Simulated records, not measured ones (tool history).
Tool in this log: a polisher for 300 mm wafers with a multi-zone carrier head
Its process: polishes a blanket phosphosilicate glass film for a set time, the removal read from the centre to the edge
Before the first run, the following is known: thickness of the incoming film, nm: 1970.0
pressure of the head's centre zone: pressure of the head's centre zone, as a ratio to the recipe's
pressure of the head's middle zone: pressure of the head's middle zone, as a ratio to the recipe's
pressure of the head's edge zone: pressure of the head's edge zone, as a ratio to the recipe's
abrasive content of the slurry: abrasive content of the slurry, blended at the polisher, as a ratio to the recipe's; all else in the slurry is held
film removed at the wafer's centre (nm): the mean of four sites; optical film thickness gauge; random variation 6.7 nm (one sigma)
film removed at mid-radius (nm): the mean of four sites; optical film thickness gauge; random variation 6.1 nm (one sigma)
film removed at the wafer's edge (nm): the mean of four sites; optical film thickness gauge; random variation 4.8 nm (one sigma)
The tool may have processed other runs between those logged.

run,hour,flow of slurry (ml/min),pressure of the head's centre zone,pressure of the head's middle zone,pressure of the head's edge zone,abrasive content of the slurry,polishing time (s),film removed at the wafer's centre (nm),film removed at mid-radius (nm),film removed at the wafer's edge (nm)
1,0.0,275,1.00,1.00,1.00,1.00,57,648.56,655.84,673.49
2,5.1,275,1.00,0.98,0.99,0.95,57,614.08,616.57,650.10
3,7.1,275,1.00,0.98,0.99,0.95,50,548.16,540.30,579.02
4,14.6,275,1.00,0.98,0.96,0.95,50,541.62,545.17,568.23
5,17.6,275,1.01,0.97,0.95,0.95,50,554.51,536.81,568.68
6,26.0,275,1.01,0.97,0.95,0.95,44,488.99,464.69,496.55
7,34.2,275,1.01,0.97,0.96,0.95,44,484.84,464.70,504.71

The next listed run, before its measurement:
8,37.7,275,1.02,0.97,0.96,0.95,44,?,?,?

film removed at the wafer's centre (nm): 488.25
film removed at mid-radius (nm): 471.54
film removed at the wafer's edge (nm): 497.90
